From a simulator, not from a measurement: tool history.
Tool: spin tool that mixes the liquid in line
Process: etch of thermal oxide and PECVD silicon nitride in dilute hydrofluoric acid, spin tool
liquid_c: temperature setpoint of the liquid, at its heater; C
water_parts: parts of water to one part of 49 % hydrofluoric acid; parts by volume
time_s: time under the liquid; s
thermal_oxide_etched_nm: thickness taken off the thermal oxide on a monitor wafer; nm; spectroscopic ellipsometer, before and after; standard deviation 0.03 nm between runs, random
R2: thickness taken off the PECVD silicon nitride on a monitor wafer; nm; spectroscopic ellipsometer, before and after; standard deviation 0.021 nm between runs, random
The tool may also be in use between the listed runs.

Run 1, hour 0: liquid_c 23 C, water_parts 135 parts by volume, time_s 180 s. Result: thermal_oxide_etched_nm 5.5563 nm, R2 3.2996 nm.
Run 2, hour 7.6: liquid_c 23 C, water_parts 135 parts by volume, time_s 210 s. Result: thermal_oxide_etched_nm 6.5038 nm, R2 3.816 nm.
Run 3, hour 12.9: liquid_c 23 C, water_parts 135 parts by volume, time_s 285 s. Result: thermal_oxide_etched_nm 8.7554 nm, R2 5.2315 nm.
Run 4, hour 14.3: liquid_c 21 C, water_parts 135 parts by volume, time_s 285 s. Result: thermal_oxide_etched_nm 8.152 nm, R2 4.5507 nm.
Run 5, hour 17.9: liquid_c 21 C, water_parts 135 parts by volume, time_s 215 s. Result: thermal_oxide_etched_nm 6.113 nm, R2 3.4705 nm.
Run 6, hour 25.9: liquid_c 22.5 C, water_parts 150 parts by volume, time_s 220 s. Result: thermal_oxide_etched_nm 5.7865 nm, R2 3.5147 nm.
Run 7, hour 27: liquid_c 26.5 C, water_parts 205 parts by volume, time_s 245 s. Result: thermal_oxide_etched_nm 5.2116 nm, R2 3.706 nm.
Run 8, hour 28.4: liquid_c 26.5 C, water_parts 210 parts by volume, time_s 250 s. Result: thermal_oxide_etched_nm 5.1708 nm, R2 3.6826 nm.
Run 9, hour 32.7: liquid_c 26.5 C, water_parts 215 parts by volume, time_s 250 s. Result: thermal_oxide_etched_nm 5.0625 nm, R2 3.5432 nm.
Run 10, hour 36.8: liquid_c 27 C, water_parts 220 parts by volume, time_s 250 s. Result: thermal_oxide_etched_nm 4.9478 nm, R2 3.6178 nm.
Run 11, hour 42.2: liquid_c 27 C, water_parts 225 parts by volume, time_s 250 s. Result: thermal_oxide_etched_nm 4.8391 nm, R2 3.5327 nm.
Run 12, hour 44.8: liquid_c 27 C, water_parts 230 parts by volume, time_s 250 s. Result: thermal_oxide_etched_nm 4.6615 nm, R2 3.4547 nm.
Run 13, hour 47.2: liquid_c 27 C, water_parts 235 parts by volume, time_s 250 s. Result: thermal_oxide_etched_nm 4.5378 nm, R2 3.3821 nm.

What does the tool deliver on the next run?
Run 14, hour 52.8: liquid_c 27.5 C, water_parts 240 parts by volume, time_s 250 s. Result: thermal_oxide_etched_nm ?, R2 ?.

Run 14 yielded thermal_oxide_etched_nm 4.5361 nm, R2 3.4297 nm.
